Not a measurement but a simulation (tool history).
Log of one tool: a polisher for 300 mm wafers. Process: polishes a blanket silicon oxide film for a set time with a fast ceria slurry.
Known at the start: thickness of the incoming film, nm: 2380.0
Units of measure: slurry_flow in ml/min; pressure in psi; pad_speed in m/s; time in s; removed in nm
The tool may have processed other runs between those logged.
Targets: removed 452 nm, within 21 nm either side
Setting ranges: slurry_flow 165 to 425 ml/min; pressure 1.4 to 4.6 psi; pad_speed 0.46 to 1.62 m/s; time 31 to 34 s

{"run": 1, "hour": 0.0, "slurry_flow": 275, "pressure": 3, "pad_speed": 1.04, "time": 34, "removed": 712.07}
{"run": 2, "hour": 3.2, "slurry_flow": 275, "pressure": 3, "pad_speed": 1.04, "time": 34, "removed": 730.95}
{"run": 3, "hour": 10.3, "slurry_flow": 275, "pressure": 2.6, "pad_speed": 1.02, "time": 34, "removed": 623.11}
{"run": 4, "hour": 11.5, "slurry_flow": 275, "pressure": 2.3, "pad_speed": 1.02, "time": 34, "removed": 577.68}
{"run": 5, "hour": 13.6, "slurry_flow": 275, "pressure": 2, "pad_speed": 1.02, "time": 34, "removed": 524.84}
{"run": 6, "hour": 22.4, "slurry_flow": 250, "pressure": 2, "pad_speed": 1.02, "time": 34, "removed": 514.35}
{"run": 7, "hour": 30.5, "slurry_flow": 250, "pressure": 1.9, "pad_speed": 1.02, "time": 34, "removed": 499.9}
{"run": 8, "hour": 35.4, "slurry_flow": 250, "pressure": 1.8, "pad_speed": 1.02, "time": 34, "removed": 492.4}

Of the 5 settings listed for the next run, only one would bring every result within its allowed miss of target. Which one?
{"run": "A", "hour": 40.3, "slurry_flow": 270, "pressure": 1.7, "pad_speed": 1.08, "time": 31, "removed": "?"}
{"run": "B", "hour": 40.3, "slurry_flow": 240, "pressure": 1.9, "pad_speed": 1.04, "time": 34, "removed": "?"}
{"run": "C", "hour": 40.3, "slurry_flow": 255, "pressure": 1.6, "pad_speed": 0.9, "time": 34, "removed": "?"}
{"run": "D", "hour": 40.3, "slurry_flow": 275, "pressure": 1.4, "pad_speed": 1.04, "time": 31, "removed": "?"}
{"run": "E", "hour": 40.3, "slurry_flow": 235, "pressure": 1.6, "pad_speed": 0.94, "time": 33, "removed": "?"}

move=A removed=453.59
move=B removed=507.25
move=C removed=399.33
move=D removed=390.65
move=E removed=400.22
A: hits every target within its allowed miss
B: the biggest miss grows against the last run
C: takes the biggest miss from the last run beyond its target
D: takes the biggest miss from the last run beyond its target
E: takes the biggest miss from the last run beyond its target
A meets every target.
